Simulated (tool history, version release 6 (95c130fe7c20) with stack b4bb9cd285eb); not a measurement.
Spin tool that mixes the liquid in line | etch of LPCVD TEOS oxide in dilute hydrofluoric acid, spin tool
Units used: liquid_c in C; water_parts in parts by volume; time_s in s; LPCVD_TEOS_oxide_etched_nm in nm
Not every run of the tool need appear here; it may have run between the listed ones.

run 1 day=0.000 | liquid_c=22.0 water_parts=60 time_s=45 | LPCVD_TEOS_oxide_etched_nm=19.463
run 2 day=0.129 | liquid_c=24.0 water_parts=50 time_s=45 | LPCVD_TEOS_oxide_etched_nm=26.094
run 3 day=0.458 | liquid_c=25.5 water_parts=45 time_s=45 | LPCVD_TEOS_oxide_etched_nm=30.429
run 4 day=0.775 | liquid_c=26.5 water_parts=40 time_s=45 | LPCVD_TEOS_oxide_etched_nm=36.389
run 5 day=0.854 | liquid_c=27.5 water_parts=40 time_s=45 | LPCVD_TEOS_oxide_etched_nm=38.151
run 6 day=1.004 | liquid_c=28.0 water_parts=40 time_s=45 | LPCVD_TEOS_oxide_etched_nm=38.386
run 7 day=1.250 | liquid_c=28.0 water_parts=40 time_s=45 | LPCVD_TEOS_oxide_etched_nm=38.954
run 8 day=1.388 | liquid_c=28.5 water_parts=40 time_s=45 | LPCVD_TEOS_oxide_etched_nm=39.659
run 9 day=1.546 | liquid_c=30.0 water_parts=25 time_s=45 | LPCVD_TEOS_oxide_etched_nm=68.356
run 10 day=1.838 | liquid_c=29.0 water_parts=25 time_s=45 | LPCVD_TEOS_oxide_etched_nm=65.832
run 11 day=2.117 | liquid_c=27.5 water_parts=25 time_s=45 | LPCVD_TEOS_oxide_etched_nm=62.192
run 12 day=2.350 | liquid_c=26.5 water_parts=25 time_s=45 | LPCVD_TEOS_oxide_etched_nm=59.271
run 13 day=2.617 | liquid_c=25.5 water_parts=25 time_s=45 | LPCVD_TEOS_oxide_etched_nm=57.163

Estimate the outcome of run 14 from the log above:
run 14 day=2.879 | liquid_c=25.5 water_parts=25 time_s=45 | LPCVD_TEOS_oxide_etched_nm=?

{"run 14": {"LPCVD_TEOS_oxide_etched_nm": 57.509}}

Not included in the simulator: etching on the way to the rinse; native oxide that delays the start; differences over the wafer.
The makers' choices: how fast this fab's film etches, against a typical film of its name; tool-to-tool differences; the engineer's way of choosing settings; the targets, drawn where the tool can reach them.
